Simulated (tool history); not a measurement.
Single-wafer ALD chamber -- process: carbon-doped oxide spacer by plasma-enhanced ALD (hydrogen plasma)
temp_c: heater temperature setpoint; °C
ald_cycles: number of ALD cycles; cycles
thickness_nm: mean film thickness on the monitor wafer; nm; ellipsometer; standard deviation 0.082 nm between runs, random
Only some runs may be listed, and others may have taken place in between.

| run | day | temp_c | ald_cycles | thickness_nm |
|---|---|---|---|---|
| 1 | 0.000 | 415 | 549 | 28.448 |
| 2 | 0.371 | 415 | 591 | 30.417 |
| 3 | 0.642 | 416 | 572 | 29.190 |
| 4 | 0.708 | 418 | 558 | 28.412 |
| 5 | 0.967 | 418 | 601 | 30.646 |
| 6 | 1.267 | 418 | 637 | 32.498 |
| 7 | 1.542 | 419 | 614 | 31.203 |
| 8 | 1.896 | 420 | 594 | 29.916 |
| 9 | 2.108 | 422 | 579 | 28.915 |

The next listed run, before its measurement:
| 10 | 2.492 | 423 | 566 | ? |

thickness_nm: 28.129 nm
